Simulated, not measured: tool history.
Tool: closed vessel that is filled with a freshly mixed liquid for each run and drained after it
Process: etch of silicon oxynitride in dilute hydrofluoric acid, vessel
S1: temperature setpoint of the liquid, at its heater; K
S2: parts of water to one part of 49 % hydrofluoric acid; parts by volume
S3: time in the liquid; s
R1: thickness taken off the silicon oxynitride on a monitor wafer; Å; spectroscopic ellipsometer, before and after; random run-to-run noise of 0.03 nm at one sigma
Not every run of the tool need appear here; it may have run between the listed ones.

{"run": 1, "hour": 0.0, "S1": 297.15, "S2": 40, "S3": 195, "R1": 174.14}
{"run": 2, "hour": 3.1, "S1": 295.65, "S2": 45, "S3": 195, "R1": 142.12}
{"run": 3, "hour": 8.4, "S1": 294.15, "S2": 45, "S3": 195, "R1": 131.74}
{"run": 4, "hour": 13.4, "S1": 294.15, "S2": 30, "S3": 195, "R1": 200.36}
{"run": 5, "hour": 20.8, "S1": 294.15, "S2": 20, "S3": 195, "R1": 302.39}
{"run": 6, "hour": 26.2, "S1": 294.15, "S2": 35, "S3": 195, "R1": 172.22}

Run 7, settings as shown, results not yet in. Your forecast:
{"run": 7, "hour": 31.4, "S1": 293.15, "S2": 40, "S3": 195, "R1": "?"}

{"run 7": {"R1": 142.94}}

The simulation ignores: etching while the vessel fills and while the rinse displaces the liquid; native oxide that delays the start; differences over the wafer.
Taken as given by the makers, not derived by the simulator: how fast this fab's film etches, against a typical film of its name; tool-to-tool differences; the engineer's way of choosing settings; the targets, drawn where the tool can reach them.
